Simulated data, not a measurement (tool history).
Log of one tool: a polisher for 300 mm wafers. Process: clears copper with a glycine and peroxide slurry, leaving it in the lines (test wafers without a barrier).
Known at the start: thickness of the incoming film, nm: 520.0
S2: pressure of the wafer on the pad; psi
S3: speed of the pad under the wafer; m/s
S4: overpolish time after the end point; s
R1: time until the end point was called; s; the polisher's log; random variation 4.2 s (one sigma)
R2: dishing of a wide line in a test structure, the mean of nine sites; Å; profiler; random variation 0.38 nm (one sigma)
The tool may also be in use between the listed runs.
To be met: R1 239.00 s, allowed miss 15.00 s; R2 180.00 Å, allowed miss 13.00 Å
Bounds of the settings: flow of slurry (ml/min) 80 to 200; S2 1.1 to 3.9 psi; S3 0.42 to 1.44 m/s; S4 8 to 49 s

run 1 hour=0.0 | flow_of_slurry_(ml/min)=130 S2=2.5 S3=0.92 S4=25 | R1=124.46 R2=659.12
run 2 hour=6.2 | flow_of_slurry_(ml/min)=120 S2=2.2 S3=0.86 S4=22 | R1=143.62 R2=520.96
run 3 hour=13.5 | flow_of_slurry_(ml/min)=150 S2=2.2 S3=0.86 S4=22 | R1=139.22 R2=508.36
run 4 hour=18.4 | flow_of_slurry_(ml/min)=155 S2=2.0 S3=0.80 S4=19 | R1=156.15 R2=411.18
run 5 hour=24.8 | flow_of_slurry_(ml/min)=155 S2=1.7 S3=0.80 S4=19 | R1=170.26 R2=380.78
run 6 hour=32.6 | flow_of_slurry_(ml/min)=165 S2=1.6 S3=0.74 S4=17 | R1=190.03 R2=311.77
run 7 hour=35.0 | flow_of_slurry_(ml/min)=165 S2=1.6 S3=0.74 S4=17 | R1=188.42 R2=324.40
run 8 hour=42.8 | flow_of_slurry_(ml/min)=170 S2=1.5 S3=0.72 S4=15 | R1=202.09 R2=275.63
run 9 hour=50.2 | flow_of_slurry_(ml/min)=175 S2=1.5 S3=0.70 S4=14 | R1=201.24 R2=261.43
run 10 hour=55.7 | flow_of_slurry_(ml/min)=200 S2=1.1 S3=0.54 S4=8 | R1=281.95 R2=115.84
run 11 hour=64.0 | flow_of_slurry_(ml/min)=195 S2=1.2 S3=0.54 S4=8 | R1=264.83 R2=116.06
run 12 hour=67.2 | flow_of_slurry_(ml/min)=195 S2=1.2 S3=0.54 S4=8 | R1=268.01 R2=124.03
run 13 hour=73.9 | flow_of_slurry_(ml/min)=190 S2=1.3 S3=0.54 S4=8 | R1=247.76 R2=122.05
run 14 hour=81.8 | flow_of_slurry_(ml/min)=190 S2=1.3 S3=0.56 S4=9 | R1=252.09 R2=138.35
run 15 hour=88.1 | flow_of_slurry_(ml/min)=185 S2=1.4 S3=0.62 S4=16 | R1=223.02 R2=266.99
run 16 hour=93.4 | flow_of_slurry_(ml/min)=185 S2=1.4 S3=0.60 S4=15 | R1=231.12 R2=237.50
run 17 hour=95.0 | flow_of_slurry_(ml/min)=190 S2=1.4 S3=0.56 S4=8 | R1=238.72 R2=128.49
run 18 hour=95.7 | flow_of_slurry_(ml/min)=190 S2=1.4 S3=0.58 S4=9 | R1=242.57 R2=149.97

4 next moves are on the table. One of them brings every result within its allowed miss. Which?
run A hour=96.4 | flow_of_slurry_(ml/min)=170 S2=1.3 S3=0.48 S4=10 | R1=? R2=?
run B hour=96.4 | flow_of_slurry_(ml/min)=190 S2=1.1 S3=0.56 S4=13 | R1=? R2=?
run C hour=96.4 | flow_of_slurry_(ml/min)=155 S2=1.5 S3=0.56 S4=11 | R1=? R2=?
run D hour=96.4 | flow_of_slurry_(ml/min)=185 S2=1.1 S3=0.52 S4=11 | R1=? R2=?

move=A R1=276.38 R2=136.89
move=B R1=273.61 R2=176.38
move=C R1=238.33 R2=171.82
move=D R1=285.03 R2=145.28
A: further off than the last run
B: brings the result that was furthest off to its target, and leaves another outside
C: meets every target
D: further off than the last run
Answer: C
